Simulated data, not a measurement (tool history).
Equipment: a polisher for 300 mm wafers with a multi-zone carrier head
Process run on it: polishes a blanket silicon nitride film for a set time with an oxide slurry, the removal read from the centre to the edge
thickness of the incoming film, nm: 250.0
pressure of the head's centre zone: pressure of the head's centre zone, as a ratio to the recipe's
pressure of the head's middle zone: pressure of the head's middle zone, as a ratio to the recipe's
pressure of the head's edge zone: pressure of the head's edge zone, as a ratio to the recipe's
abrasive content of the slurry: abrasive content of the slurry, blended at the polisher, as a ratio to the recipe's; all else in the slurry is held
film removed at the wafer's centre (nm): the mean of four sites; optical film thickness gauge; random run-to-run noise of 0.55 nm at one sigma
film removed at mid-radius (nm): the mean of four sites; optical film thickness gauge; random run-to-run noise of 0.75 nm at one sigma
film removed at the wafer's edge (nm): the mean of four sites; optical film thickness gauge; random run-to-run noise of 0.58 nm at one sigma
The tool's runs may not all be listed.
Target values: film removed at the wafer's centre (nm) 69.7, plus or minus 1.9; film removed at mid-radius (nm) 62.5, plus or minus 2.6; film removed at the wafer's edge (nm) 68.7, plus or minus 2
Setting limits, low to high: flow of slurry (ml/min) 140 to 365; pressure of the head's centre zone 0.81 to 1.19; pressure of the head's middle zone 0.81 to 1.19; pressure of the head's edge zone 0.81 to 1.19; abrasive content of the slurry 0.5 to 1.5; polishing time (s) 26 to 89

| run | hour | flow of slurry (ml/min) | pressure of the head's centre zone | pressure of the head's middle zone | pressure of the head's edge zone | abrasive content of the slurry | polishing time (s) | film removed at the wafer's centre (nm) | film removed at mid-radius (nm) | film removed at the wafer's edge (nm) |
|---|---|---|---|---|---|---|---|---|---|---|
| 1 | 0 | 235 | 1 | 1 | 1 | 1 | 57 | 52.945 | 50.178 | 52.263 |
| 2 | 4.4 | 240 | 1.02 | 1.01 | 1.04 | 1.1 | 57 | 55.056 | 53.823 | 55.39 |
| 3 | 7.8 | 245 | 1.05 | 0.99 | 1.07 | 1.2 | 57 | 58.89 | 55.061 | 57.99 |
| 4 | 12.8 | 245 | 1.05 | 0.99 | 1.07 | 1.2 | 70 | 70.899 | 66.261 | 71.235 |
| 5 | 14.2 | 245 | 1.05 | 0.99 | 1.07 | 1.2 | 61 | 62.151 | 57.341 | 61.255 |
| 6 | 14.9 | 250 | 1.06 | 0.99 | 1.09 | 1.25 | 61 | 63.36 | 57.992 | 63.123 |
| 7 | 22.1 | 255 | 1.07 | 1 | 1.1 | 1.3 | 61 | 65.306 | 59.539 | 63.449 |
| 8 | 26.8 | 255 | 1.07 | 1 | 1.11 | 1.35 | 61 | 65.719 | 60.954 | 65.304 |

Below are 4 possible settings for the next run. Only one of them brings all results inside the allowed miss of their targets. Which is it?
| A | 31.5 | 230 | 1.08 | 1.02 | 1.11 | 1.4 | 60 | ? | ? | ? |
| B | 31.5 | 275 | 1.07 | 0.98 | 1.12 | 1.4 | 63 | ? | ? | ? |
| C | 31.5 | 245 | 1.03 | 1.12 | 1.1 | 1.5 | 56 | ? | ? | ? |
| D | 31.5 | 250 | 1.11 | 1.07 | 1.02 | 1.5 | 57 | ? | ? | ? |

| move | film removed at the wafer's centre (nm) | film removed at mid-radius (nm) | film removed at the wafer's edge (nm) |
|---|---|---|---|
| A | 66.063 | 59.491 | 64.711 |
| B | 70.372 | 61.722 | 69.394 |
| C | 60.514 | 61.825 | 61.616 |
| D | 66.574 | 60.649 | 60.813 |
A: no nearer and no further than the last run
B: in spec on every target
C: lands further from the targets than the last run did
D: lands further from the targets than the last run did
So the answer is move B, the one that meets all the targets.

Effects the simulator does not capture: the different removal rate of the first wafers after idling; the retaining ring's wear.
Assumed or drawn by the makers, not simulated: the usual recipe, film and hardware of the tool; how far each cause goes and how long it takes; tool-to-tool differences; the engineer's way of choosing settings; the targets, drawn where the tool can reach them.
